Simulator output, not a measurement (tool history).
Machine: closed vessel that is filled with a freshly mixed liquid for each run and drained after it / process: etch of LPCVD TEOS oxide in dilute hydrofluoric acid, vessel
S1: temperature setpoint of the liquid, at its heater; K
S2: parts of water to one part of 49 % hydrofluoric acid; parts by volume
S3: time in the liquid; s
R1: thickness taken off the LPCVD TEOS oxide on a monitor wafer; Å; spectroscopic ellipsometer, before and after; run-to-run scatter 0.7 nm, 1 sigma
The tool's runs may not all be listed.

run 1 day=0 | S1=298.15 S2=60 S3=30 | R1=295.22
run 2 day=0.062 | S1=299.65 S2=55 S3=30 | R1=344.4
run 3 day=0.15 | S1=299.65 S2=55 S3=30 | R1=343.37
run 4 day=0.196 | S1=299.65 S2=35 S3=30 | R1=557.79
run 5 day=0.533 | S1=300.65 S2=35 S3=30 | R1=583.35
run 6 day=0.812 | S1=300.65 S2=35 S3=30 | R1=583.74
run 7 day=1.125 | S1=301.65 S2=35 S3=30 | R1=603.78

Run 8 comes next. What will it give?
run 8 day=1.204 | S1=302.15 S2=35 S3=30 | R1=?

R1: 614.73 Å
